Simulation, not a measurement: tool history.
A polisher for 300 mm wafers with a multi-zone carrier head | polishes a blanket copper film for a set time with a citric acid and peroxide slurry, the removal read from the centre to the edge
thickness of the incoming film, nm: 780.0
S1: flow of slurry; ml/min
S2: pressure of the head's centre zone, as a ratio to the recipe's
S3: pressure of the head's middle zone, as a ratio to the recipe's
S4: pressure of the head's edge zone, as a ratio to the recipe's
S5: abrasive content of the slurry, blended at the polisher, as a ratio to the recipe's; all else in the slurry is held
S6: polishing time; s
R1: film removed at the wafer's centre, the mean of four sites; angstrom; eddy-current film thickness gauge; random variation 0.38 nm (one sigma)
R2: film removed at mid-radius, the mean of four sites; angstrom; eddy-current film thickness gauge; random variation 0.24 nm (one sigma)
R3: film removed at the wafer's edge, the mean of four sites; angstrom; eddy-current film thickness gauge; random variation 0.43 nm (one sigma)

run 1 hour=0.0 | S1=165 S2=1.00 S3=1.00 S4=1.00 S5=1.00 S6=31 | R1=640.42 R2=637.04 R3=656.13
run 2 hour=6.2 | S1=160 S2=1.00 S3=0.98 S4=0.98 S5=0.95 S6=29 | R1=590.69 R2=581.92 R3=605.94
run 3 hour=8.3 | S1=160 S2=1.00 S3=0.98 S4=0.98 S5=0.95 S6=35 | R1=697.21 R2=707.05 R3=721.80
run 4 hour=14.7 | S1=160 S2=1.00 S3=0.98 S4=0.94 S5=0.95 S6=35 | R1=722.07 R2=697.01 R3=722.91
run 5 hour=20.9 | S1=160 S2=1.00 S3=1.04 S4=0.94 S5=0.95 S6=35 | R1=696.16 R2=740.40 R3=703.50
run 6 hour=29.0 | S1=160 S2=1.00 S3=1.02 S4=0.93 S5=0.90 S6=32 | R1=646.94 R2=654.77 R3=638.57
run 7 hour=30.3 | S1=155 S2=0.99 S3=1.00 S4=0.92 S5=0.85 S6=30 | R1=592.99 R2=588.23 R3=568.73
run 8 hour=31.1 | S1=150 S2=0.98 S3=0.98 S4=0.93 S5=0.80 S6=28 | R1=521.29 R2=533.33 R3=534.83
run 9 hour=35.6 | S1=150 S2=0.98 S3=0.96 S4=0.92 S5=0.75 S6=27 | R1=499.12 R2=511.22 R3=512.82

Forecast run 10:
run 10 hour=43.1 | S1=145 S2=0.99 S3=0.94 S4=0.92 S5=0.70 S6=25 | R1=? R2=? R3=?

Run 10 gave R1 454.59 angstrom, R2 451.72 angstrom, R3 470.37 angstrom.

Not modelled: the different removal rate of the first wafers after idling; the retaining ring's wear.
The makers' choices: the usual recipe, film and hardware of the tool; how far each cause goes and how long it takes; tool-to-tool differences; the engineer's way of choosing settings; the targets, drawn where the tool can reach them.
